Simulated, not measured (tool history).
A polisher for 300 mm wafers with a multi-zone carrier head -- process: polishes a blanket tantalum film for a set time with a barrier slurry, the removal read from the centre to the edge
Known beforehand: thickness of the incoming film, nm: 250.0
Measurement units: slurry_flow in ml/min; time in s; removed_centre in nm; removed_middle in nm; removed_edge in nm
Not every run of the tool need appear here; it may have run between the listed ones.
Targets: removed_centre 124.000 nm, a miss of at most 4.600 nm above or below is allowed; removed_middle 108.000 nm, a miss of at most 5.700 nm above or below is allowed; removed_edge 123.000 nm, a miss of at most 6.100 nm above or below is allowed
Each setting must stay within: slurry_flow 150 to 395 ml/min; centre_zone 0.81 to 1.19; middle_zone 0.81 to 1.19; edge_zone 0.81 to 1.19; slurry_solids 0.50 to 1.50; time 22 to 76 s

run  hour  slurry_flow  centre_zone  middle_zone  edge_zone  slurry_solids  time  removed_centre  removed_middle  removed_edge
  1   0.0          250         1.00         1.00       1.00           1.00    49          86.372          85.638        82.000
  2   2.3          250         1.03         1.00       1.00           1.00    49          87.521          86.820        82.560
  3   9.2          250         1.03         1.00       1.00           1.00    39          69.157          67.769        67.482
  4  16.6          255         1.03         0.98       1.03           1.10    42          76.160          71.867        75.335
  5  19.5          255         1.03         0.98       0.97           1.10    42          75.919          74.403        73.619
  6  27.8          260         1.04         0.98       1.00           1.20    45          81.761          80.752        78.322
  7  36.3          260         1.04         0.96       1.03           1.20    49          90.344          87.039        91.579
  8  38.4          265         1.07         0.95       1.04           1.25    51          99.327          90.483        93.892
  9  44.7          265         1.07         0.94       1.06           1.30    52         102.350          90.678        96.446
 10  53.6          270         1.07         0.94       1.07           1.35    54         105.120          98.117       103.850
 11  61.3          270         1.08         0.93       1.09           1.40    55         110.130          96.982       108.220
 12  64.5          275         1.09         0.94       1.10           1.40    56         112.240         100.980       109.340
 13  67.4          275         1.09         0.93       1.11           1.40    57         114.590         102.800       110.440
 14  70.8          275         1.09         0.92       1.11           1.40    58         115.440         104.700       114.070

Next run, 5 choices. One meets every target within its allowed miss, the rest don't. Which?
  A  74.2          320         1.17         1.14       0.97           1.00    58               ?               ?             ?
  B  74.2          270         0.98         0.92       1.02           1.35    59               ?               ?             ?
  C  74.2          350         0.99         1.06       1.06           1.30    57               ?               ?             ?
  D  74.2          315         0.95         0.87       1.19           1.50    58               ?               ?             ?
  E  74.2          205         1.02         0.85       1.01           1.45    67               ?               ?             ?

move  removed_centre  removed_middle  removed_edge
   A         120.590         115.130        99.888
   B         107.000         101.790       109.160
   C         106.700         112.810       108.600
   D         105.770          98.902       119.760
   E         123.080         105.920       121.860
A: meets the target for the result that was furthest off, but another lies outside its allowed miss
B: misses by more than the last run did
C: misses by more than the last run did
D: misses by more than the last run did
E: each result inside its tolerance
E is the move that brings every result within its allowed miss.
